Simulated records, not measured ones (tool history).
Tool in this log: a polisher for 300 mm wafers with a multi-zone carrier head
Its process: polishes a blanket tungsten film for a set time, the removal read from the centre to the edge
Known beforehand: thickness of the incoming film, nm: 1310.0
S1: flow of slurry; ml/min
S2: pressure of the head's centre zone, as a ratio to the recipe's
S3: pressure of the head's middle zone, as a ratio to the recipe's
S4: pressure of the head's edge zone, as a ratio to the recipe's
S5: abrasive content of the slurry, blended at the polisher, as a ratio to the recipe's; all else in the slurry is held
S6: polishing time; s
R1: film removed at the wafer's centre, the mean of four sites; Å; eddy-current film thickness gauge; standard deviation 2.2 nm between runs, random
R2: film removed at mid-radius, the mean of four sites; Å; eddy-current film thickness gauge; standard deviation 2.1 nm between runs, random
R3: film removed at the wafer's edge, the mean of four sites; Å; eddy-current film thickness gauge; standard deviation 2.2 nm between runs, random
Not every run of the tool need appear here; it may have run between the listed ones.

run	hour	S1	S2	S3	S4	S5	S6	R1	R2	R3
1	0	270	1	1	1	1	59	2549.3	2651.4	2617.1
2	7.5	270	1	0.95	1	1	59	2603.8	2591.5	2608.8
3	8.2	285	1	0.98	1.05	1.15	60	2696.9	2726.1	2806.3
4	15.5	295	1	1.01	1.09	1.25	61	2803.2	2876	2895.2
5	18.8	295	1	1.01	1.09	1.15	61	2778.3	2857.8	2895.3
6	23.7	225	1	1.01	1.09	1.15	61	2723.4	2762.3	2820.4
7	30.3	250	0.99	1.01	1.12	1.25	62	2768.7	2887.9	3006.4
8	31.5	250	0.99	1.01	1.12	1.25	62	2781.5	2940.7	3012.9
9	34.7	260	0.99	1.01	1.14	1.3	63	2869.1	2973.7	3087
10	39.7	260	0.99	1.01	1.14	1.3	63	2843.8	2983.8	3087.5
11	43.5	270	0.99	1.01	1.16	1.35	64	2958.8	3076.2	3242.3

What does the tool deliver on the next run?
12	45	285	0.99	1.01	1.17	1.4	64	?	?	?

For run 12 the tool returned R1 2980.7 Å, R2 3121.1 Å, R3 3240.8 Å.

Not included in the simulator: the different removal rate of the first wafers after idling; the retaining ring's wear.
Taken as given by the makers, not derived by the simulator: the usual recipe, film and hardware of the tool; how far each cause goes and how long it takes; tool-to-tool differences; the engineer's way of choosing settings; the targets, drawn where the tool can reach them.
